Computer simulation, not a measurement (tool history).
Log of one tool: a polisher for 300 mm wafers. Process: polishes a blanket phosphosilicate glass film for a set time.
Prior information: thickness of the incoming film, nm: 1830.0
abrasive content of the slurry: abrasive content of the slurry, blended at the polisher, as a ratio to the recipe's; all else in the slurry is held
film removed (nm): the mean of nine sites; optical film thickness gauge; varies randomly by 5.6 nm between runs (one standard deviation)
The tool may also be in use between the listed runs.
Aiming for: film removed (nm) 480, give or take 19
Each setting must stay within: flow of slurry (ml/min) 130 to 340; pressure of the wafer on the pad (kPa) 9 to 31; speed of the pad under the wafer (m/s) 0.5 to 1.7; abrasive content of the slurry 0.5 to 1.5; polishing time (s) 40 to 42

run,hour,flow of slurry (ml/min),pressure of the wafer on the pad (kPa),speed of the pad under the wafer (m/s),abrasive content of the slurry,polishing time (s),film removed (nm)
1,0,220,20,1.1,1,40,322.12
2,1.8,220,20,1.1,1,42,339.83
3,8.8,220,20,0.9,1,42,285.68
4,12.6,185,20,0.9,1,42,283.05
5,15.6,185,24.1,0.9,1,42,333.73
6,17.7,185,24.1,0.7,1,42,277.65
7,24.8,185,25.5,0.76,1,42,313.86
8,29,185,26.2,0.8,1,42,335.8
9,31.6,185,26.9,0.82,1,42,351.26
10,37.3,185,27.6,0.84,1,42,354.52
11,42.3,185,28.3,0.88,1,42,390.75
12,47.5,185,29,0.9,1,42,407.5
13,53.4,185,29.6,0.92,1,42,423.27
14,60,185,29.6,0.92,1,42,421.19
15,63.9,185,29.6,0.92,1,42,431.37
16,71.6,190,30.3,0.94,1,42,438.89
17,72.3,190,30.3,0.96,1,42,448.82

5 next moves are on the table. One of them brings every result within its allowed miss. Which?
A,73,240,28.3,0.96,0.95,42,?
B,73,175,31,0.96,0.9,41,?
C,73,190,28.3,1.1,0.95,40,?
D,73,165,30.3,1.14,1,40,?
E,73,130,30.3,1,0.9,42,?

move,film removed (nm)
A,408.88
B,407.24
C,424.82
D,478.79
E,408.39
A: its largest miss is bigger than the last run's
B: its largest miss is bigger than the last run's
C: its largest miss is bigger than the last run's
D: all results land within tolerance of their targets
E: its largest miss is bigger than the last run's
Answer: D

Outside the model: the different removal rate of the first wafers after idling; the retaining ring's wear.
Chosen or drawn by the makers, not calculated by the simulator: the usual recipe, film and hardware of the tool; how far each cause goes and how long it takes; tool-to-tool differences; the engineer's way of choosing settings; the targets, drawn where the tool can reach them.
